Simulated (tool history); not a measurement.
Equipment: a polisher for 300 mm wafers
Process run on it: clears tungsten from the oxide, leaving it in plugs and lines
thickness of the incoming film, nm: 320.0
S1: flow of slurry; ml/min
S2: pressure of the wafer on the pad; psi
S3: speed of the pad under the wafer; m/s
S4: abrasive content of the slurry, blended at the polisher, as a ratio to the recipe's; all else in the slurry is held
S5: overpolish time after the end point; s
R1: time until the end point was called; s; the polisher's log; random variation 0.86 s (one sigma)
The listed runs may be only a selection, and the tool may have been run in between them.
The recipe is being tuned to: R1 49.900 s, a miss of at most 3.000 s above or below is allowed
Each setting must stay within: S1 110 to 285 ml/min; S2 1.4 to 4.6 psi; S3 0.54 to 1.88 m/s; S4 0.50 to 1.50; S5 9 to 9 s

run	hour	S1	S2	S3	S4	S5	R1
1	0.0	180	3.0	1.20	1.00	9	84.236
2	3.8	155	3.0	1.20	1.00	9	85.301
3	5.8	155	3.0	1.48	1.00	9	71.200
4	6.4	155	2.5	1.48	1.00	9	83.951
5	12.1	155	2.5	1.48	1.00	9	84.186
6	13.7	155	2.5	1.48	1.10	9	83.104
7	21.8	155	2.9	1.50	1.10	9	69.520
8	29.3	155	3.7	1.54	1.10	9	54.491

Exactly one of the 4 candidate moves below puts every result within its allowed miss. Which one?
A	36.8	160	3.7	1.34	1.25	9	?
B	36.8	140	4.0	1.48	1.25	9	?
C	36.8	165	3.8	1.32	1.00	9	?
D	36.8	130	3.6	1.42	1.15	9	?

move	R1
A	57.649
B	49.706
C	60.525
D	59.666
A: the biggest miss grows against the last run
B: in spec on every target
C: the biggest miss grows against the last run
D: the biggest miss grows against the last run
B meets every target.

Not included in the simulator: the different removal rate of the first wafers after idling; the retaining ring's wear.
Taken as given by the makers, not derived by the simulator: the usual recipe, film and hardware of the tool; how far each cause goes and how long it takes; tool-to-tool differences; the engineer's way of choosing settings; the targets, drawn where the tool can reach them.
